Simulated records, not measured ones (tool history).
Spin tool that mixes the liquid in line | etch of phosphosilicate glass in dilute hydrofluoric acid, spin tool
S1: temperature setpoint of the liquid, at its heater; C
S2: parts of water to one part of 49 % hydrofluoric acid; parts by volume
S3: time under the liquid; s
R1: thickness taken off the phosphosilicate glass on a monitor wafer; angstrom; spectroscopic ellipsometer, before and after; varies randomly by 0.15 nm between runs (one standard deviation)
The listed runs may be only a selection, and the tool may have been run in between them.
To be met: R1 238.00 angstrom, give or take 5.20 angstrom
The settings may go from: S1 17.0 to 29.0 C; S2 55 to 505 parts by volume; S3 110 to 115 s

run	hour	S1	S2	S3	R1
1	0.0	21.0	280	110	373.51
2	7.9	21.0	280	115	385.72
3	15.6	21.0	280	110	377.18
4	23.0	24.5	280	110	425.02
5	23.8	24.5	280	115	445.58
6	26.2	24.5	280	110	425.77
7	27.5	23.5	290	110	393.48
8	33.1	22.5	300	110	364.20
9	41.2	18.5	365	110	243.90

Which of these 5 next moves meets every target?
A	49.3	17.5	360	110	?
B	49.3	18.0	350	110	?
C	49.3	24.5	445	110	?
D	49.3	17.0	335	115	?
E	49.3	17.0	345	110	?

move	R1
A	237.77
B	251.12
C	228.68
D	267.41
E	246.41
A: all results land within tolerance of their targets
B: misses by more than the last run did
C: moves the result that the last run missed by most past its target, out the other side
D: misses by more than the last run did
E: misses by more than the last run did
Correct choice: A, which meets every target
